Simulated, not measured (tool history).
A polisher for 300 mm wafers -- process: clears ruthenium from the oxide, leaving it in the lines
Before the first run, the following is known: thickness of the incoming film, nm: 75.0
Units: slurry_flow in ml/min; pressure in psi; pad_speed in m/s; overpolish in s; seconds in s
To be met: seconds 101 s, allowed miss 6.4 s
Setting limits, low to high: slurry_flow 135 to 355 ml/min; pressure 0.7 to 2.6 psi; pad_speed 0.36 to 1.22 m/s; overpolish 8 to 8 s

Run 1, day 0: slurry_flow 225 ml/min, pressure 1.6 psi, pad_speed 0.78 m/s, overpolish 8 s. Result: seconds 129.64 s.
Run 2, day 0.133: slurry_flow 225 ml/min, pressure 1.7 psi, pad_speed 0.78 m/s, overpolish 8 s. Result: seconds 120.72 s.
Run 3, day 0.454: slurry_flow 225 ml/min, pressure 1.7 psi, pad_speed 0.78 m/s, overpolish 8 s. Result: seconds 123.83 s.
Run 4, day 0.496: slurry_flow 250 ml/min, pressure 1.7 psi, pad_speed 0.78 m/s, overpolish 8 s. Result: seconds 117.24 s.
Run 5, day 0.542: slurry_flow 250 ml/min, pressure 1.7 psi, pad_speed 0.68 m/s, overpolish 8 s. Result: seconds 142.31 s.
Run 6, day 0.775: slurry_flow 250 ml/min, pressure 1.7 psi, pad_speed 0.78 m/s, overpolish 8 s. Result: seconds 121.55 s.
Run 7, day 0.912: slurry_flow 250 ml/min, pressure 1.8 psi, pad_speed 0.78 m/s, overpolish 8 s. Result: seconds 112.17 s.
Run 8, day 1.121: slurry_flow 250 ml/min, pressure 1.9 psi, pad_speed 0.78 m/s, overpolish 8 s. Result: seconds 109.15 s.

Which single option among these 5 for the next run brings every result within its allowed miss of target? Just one does.
Run A, day 1.329: slurry_flow 275 ml/min, pressure 1.8 psi, pad_speed 1 m/s, overpolish 8 s. Result: seconds ?.
Run B, day 1.329: slurry_flow 250 ml/min, pressure 1.7 psi, pad_speed 0.84 m/s, overpolish 8 s. Result: seconds ?.
Run C, day 1.329: slurry_flow 275 ml/min, pressure 2 psi, pad_speed 0.94 m/s, overpolish 8 s. Result: seconds ?.
Run D, day 1.329: slurry_flow 285 ml/min, pressure 1.8 psi, pad_speed 0.98 m/s, overpolish 8 s. Result: seconds ?.
Run E, day 1.329: slurry_flow 295 ml/min, pressure 1.7 psi, pad_speed 0.92 m/s, overpolish 8 s. Result: seconds ?.

move  seconds
   A   91.233
   B   114.74
   C   88.084
   D   92.783
   E    103.6
A: moves the result that the last run missed by most past its target, out the other side
B: misses by more than the last run did
C: moves the result that the last run missed by most past its target, out the other side
D: moves the result that the last run missed by most past its target, out the other side
E: each result inside its tolerance
E is the move that brings every result within its allowed miss.
